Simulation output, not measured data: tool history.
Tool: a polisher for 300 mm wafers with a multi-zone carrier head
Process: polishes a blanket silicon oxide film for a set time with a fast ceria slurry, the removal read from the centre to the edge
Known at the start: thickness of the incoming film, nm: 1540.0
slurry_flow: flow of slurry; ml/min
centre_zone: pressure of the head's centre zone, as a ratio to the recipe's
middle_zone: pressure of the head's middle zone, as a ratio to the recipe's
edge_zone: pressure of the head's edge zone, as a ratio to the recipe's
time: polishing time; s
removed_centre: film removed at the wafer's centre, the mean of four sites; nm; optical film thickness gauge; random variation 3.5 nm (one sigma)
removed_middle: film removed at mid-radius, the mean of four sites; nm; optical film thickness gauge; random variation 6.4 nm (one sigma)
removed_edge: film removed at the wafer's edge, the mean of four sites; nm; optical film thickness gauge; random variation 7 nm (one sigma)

{"run": 1, "day": 0.0, "slurry_flow": 230, "centre_zone": 1, "middle_zone": 1, "edge_zone": 1, "time": 28, "removed_centre": 548.72, "removed_middle": 530.3, "removed_edge": 541.16}
{"run": 2, "day": 0.05, "slurry_flow": 205, "centre_zone": 1, "middle_zone": 1, "edge_zone": 1, "time": 28, "removed_centre": 545.75, "removed_middle": 531.98, "removed_edge": 534.34}
{"run": 3, "day": 0.321, "slurry_flow": 205, "centre_zone": 1, "middle_zone": 1, "edge_zone": 1, "time": 24, "removed_centre": 464.76, "removed_middle": 450.44, "removed_edge": 455.35}
{"run": 4, "day": 0.417, "slurry_flow": 205, "centre_zone": 0.99, "middle_zone": 0.99, "edge_zone": 1.01, "time": 24, "removed_centre": 467.08, "removed_middle": 458.03, "removed_edge": 454.53}
{"run": 5, "day": 0.588, "slurry_flow": 210, "centre_zone": 0.97, "middle_zone": 0.97, "edge_zone": 1.03, "time": 24, "removed_centre": 456.27, "removed_middle": 453.85, "removed_edge": 463.37}
{"run": 6, "day": 0.65, "slurry_flow": 210, "centre_zone": 0.97, "middle_zone": 0.97, "edge_zone": 1.09, "time": 24, "removed_centre": 458.96, "removed_middle": 433.29, "removed_edge": 479.41}
{"run": 7, "day": 0.704, "slurry_flow": 210, "centre_zone": 0.97, "middle_zone": 0.97, "edge_zone": 1.09, "time": 24, "removed_centre": 457.34, "removed_middle": 449.88, "removed_edge": 481.32}
{"run": 8, "day": 0.883, "slurry_flow": 210, "centre_zone": 0.96, "middle_zone": 0.97, "edge_zone": 1.09, "time": 24, "removed_centre": 452.86, "removed_middle": 453.63, "removed_edge": 483.39}
{"run": 9, "day": 1.25, "slurry_flow": 210, "centre_zone": 0.96, "middle_zone": 0.96, "edge_zone": 1.09, "time": 24, "removed_centre": 453.01, "removed_middle": 447.59, "removed_edge": 477.22}
{"run": 10, "day": 1.583, "slurry_flow": 210, "centre_zone": 0.95, "middle_zone": 0.96, "edge_zone": 1.1, "time": 24, "removed_centre": 444.44, "removed_middle": 437.71, "removed_edge": 484.95}

The next listed run, before its measurement:
{"run": 11, "day": 1.692, "slurry_flow": 210, "centre_zone": 0.95, "middle_zone": 0.96, "edge_zone": 1.1, "time": 24, "removed_centre": "?", "removed_middle": "?", "removed_edge": "?"}

removed_centre: 444.78 nm
removed_middle: 456.5 nm
removed_edge: 478.99 nm
